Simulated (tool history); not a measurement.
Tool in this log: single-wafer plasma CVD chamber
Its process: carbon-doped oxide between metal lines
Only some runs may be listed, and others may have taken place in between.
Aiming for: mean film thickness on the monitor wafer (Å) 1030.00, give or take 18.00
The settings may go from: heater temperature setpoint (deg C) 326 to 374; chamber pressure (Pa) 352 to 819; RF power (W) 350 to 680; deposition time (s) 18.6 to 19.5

run	hour	heater temperature setpoint (deg C)	chamber pressure (Pa)	RF power (W)	deposition time (s)	mean film thickness on the monitor wafer (Å)
1	0.0	350	585	515	19.5	931.19
2	7.5	350	585	515	19.5	921.80
3	11.8	348	608	520	19.5	955.12
4	18.3	346	615	520	19.5	960.83
5	27.0	338	615	520	19.5	976.77
6	31.7	338	615	520	18.6	934.97
7	32.4	337	640	525	18.6	946.51
8	35.4	336	655	530	18.6	961.98
9	41.8	335	671	535	18.6	974.08

Of the 4 settings listed for the next run, only one would bring every result within its allowed miss of target. Which one?
A	48.2	329	643	560	18.9	?
B	48.2	342	612	585	18.6	?
C	48.2	326	611	520	18.6	?
D	48.2	338	668	510	19.5	?

move	mean film thickness on the monitor wafer (Å)
A	1030.80
B	990.52
C	971.80
D	982.33
A: all results land within tolerance of their targets
B: gains on the last run, yet a result remains outside its allowed miss
C: no nearer and no further than the last run
D: gains on the last run, yet a result remains outside its allowed miss
A is the move that brings every result within its allowed miss.

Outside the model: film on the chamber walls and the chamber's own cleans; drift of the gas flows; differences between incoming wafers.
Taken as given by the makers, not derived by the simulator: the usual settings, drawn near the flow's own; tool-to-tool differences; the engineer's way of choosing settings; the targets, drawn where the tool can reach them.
